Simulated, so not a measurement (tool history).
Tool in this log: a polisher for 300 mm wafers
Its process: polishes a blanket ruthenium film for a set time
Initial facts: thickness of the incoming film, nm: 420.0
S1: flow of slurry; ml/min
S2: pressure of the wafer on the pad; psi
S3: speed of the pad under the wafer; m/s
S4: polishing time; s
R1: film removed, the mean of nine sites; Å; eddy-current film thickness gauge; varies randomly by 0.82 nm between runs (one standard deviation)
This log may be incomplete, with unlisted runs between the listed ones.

{"run": 1, "day": 0.0, "S1": 160, "S2": 1.9, "S3": 1.12, "S4": 72, "R1": 731.58}
{"run": 2, "day": 0.138, "S1": 170, "S2": 2.1, "S3": 1.12, "S4": 72, "R1": 817.85}
{"run": 3, "day": 0.512, "S1": 145, "S2": 2.1, "S3": 1.12, "S4": 72, "R1": 789.57}
{"run": 4, "day": 0.775, "S1": 145, "S2": 1.7, "S3": 1.12, "S4": 72, "R1": 655.28}
{"run": 5, "day": 0.933, "S1": 145, "S2": 1.7, "S3": 1.24, "S4": 72, "R1": 716.34}
{"run": 6, "day": 1.212, "S1": 145, "S2": 1.7, "S3": 1.1, "S4": 72, "R1": 633.45}
{"run": 7, "day": 1.512, "S1": 160, "S2": 1.9, "S3": 1.1, "S4": 72, "R1": 713.24}
{"run": 8, "day": 1.621, "S1": 170, "S2": 2.1, "S3": 1.1, "S4": 72, "R1": 808.37}

Run 9 is up next; what results do you expect?
{"run": 9, "day": 1.825, "S1": 210, "S2": 2.5, "S3": 1.1, "S4": 72, "R1": "?"}

R1: 980.95 Å
